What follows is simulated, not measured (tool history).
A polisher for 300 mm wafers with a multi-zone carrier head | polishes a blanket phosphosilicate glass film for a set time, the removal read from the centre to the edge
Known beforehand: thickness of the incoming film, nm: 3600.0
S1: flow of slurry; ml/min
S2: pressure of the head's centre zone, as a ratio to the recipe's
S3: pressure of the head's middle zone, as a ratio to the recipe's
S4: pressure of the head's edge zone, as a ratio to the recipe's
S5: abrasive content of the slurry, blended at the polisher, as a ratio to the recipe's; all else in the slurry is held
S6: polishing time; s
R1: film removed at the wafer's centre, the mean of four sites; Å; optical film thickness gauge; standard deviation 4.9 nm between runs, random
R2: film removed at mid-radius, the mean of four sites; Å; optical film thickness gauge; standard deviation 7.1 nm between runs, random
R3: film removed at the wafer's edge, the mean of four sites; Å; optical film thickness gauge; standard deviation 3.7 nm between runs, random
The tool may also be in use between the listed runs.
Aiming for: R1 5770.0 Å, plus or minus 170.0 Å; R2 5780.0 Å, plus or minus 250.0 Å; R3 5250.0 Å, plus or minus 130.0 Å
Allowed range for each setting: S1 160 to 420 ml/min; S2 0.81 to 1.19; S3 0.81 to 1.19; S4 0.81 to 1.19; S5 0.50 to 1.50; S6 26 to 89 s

run 1 hour=0.0 | S1=270 S2=1.00 S3=1.00 S4=1.00 S5=1.00 S6=57 | R1=4705.0 R2=4688.6 R3=4695.4
run 2 hour=6.9 | S1=290 S2=1.04 S3=1.05 S4=1.03 S5=1.05 S6=57 | R1=5053.3 R2=5003.9 R3=4918.5
run 3 hour=10.1 | S1=290 S2=1.04 S3=1.05 S4=1.03 S5=1.05 S6=48 | R1=4283.8 R2=4218.3 R3=4150.9
run 4 hour=12.3 | S1=220 S2=1.04 S3=1.05 S4=1.03 S5=1.05 S6=48 | R1=4048.0 R2=4085.7 R3=4021.4
run 5 hour=16.6 | S1=220 S2=1.04 S3=1.05 S4=1.03 S5=1.05 S6=42 | R1=3554.2 R2=3569.1 R3=3562.0
run 6 hour=17.3 | S1=220 S2=1.04 S3=1.05 S4=1.00 S5=1.05 S6=42 | R1=3609.4 R2=3575.1 R3=3457.9
run 7 hour=23.4 | S1=295 S2=1.14 S3=1.15 S4=1.10 S5=1.30 S6=50 | R1=5275.6 R2=5190.2 R3=4796.4
run 8 hour=26.9 | S1=320 S2=1.14 S3=1.16 S4=1.12 S5=1.35 S6=50 | R1=5375.1 R2=5274.2 R3=4882.8
run 9 hour=27.6 | S1=320 S2=1.14 S3=1.16 S4=1.12 S5=1.35 S6=50 | R1=5382.7 R2=5329.8 R3=4844.3
run 10 hour=28.8 | S1=315 S2=1.14 S3=1.16 S4=1.13 S5=1.40 S6=50 | R1=5377.2 R2=5316.4 R3=4957.9

Of the 4 settings listed for the next run, only one would bring every result within its allowed miss of target. Which one?
run A hour=30.0 | S1=305 S2=1.04 S3=1.08 S4=1.19 S5=1.35 S6=53 | R1=? R2=? R3=?
run B hour=30.0 | S1=280 S2=1.13 S3=1.16 S4=1.12 S5=1.20 S6=50 | R1=? R2=? R3=?
run C hour=30.0 | S1=335 S2=1.14 S3=0.96 S4=1.19 S5=1.45 S6=49 | R1=? R2=? R3=?
run D hour=30.0 | S1=335 S2=1.14 S3=1.16 S4=1.12 S5=1.35 S6=54 | R1=? R2=? R3=?

move=A R1=5083.7 R2=5246.1 R3=5343.9
move=B R1=4955.0 R2=5001.0 R3=4673.0
move=C R1=5330.2 R2=4535.9 R3=5105.1
move=D R1=5741.9 R2=5732.6 R3=5334.3
A: misses by more than the last run did
B: misses by more than the last run did
C: misses by more than the last run did
D: in spec on every target
Correct choice: D, which meets every target
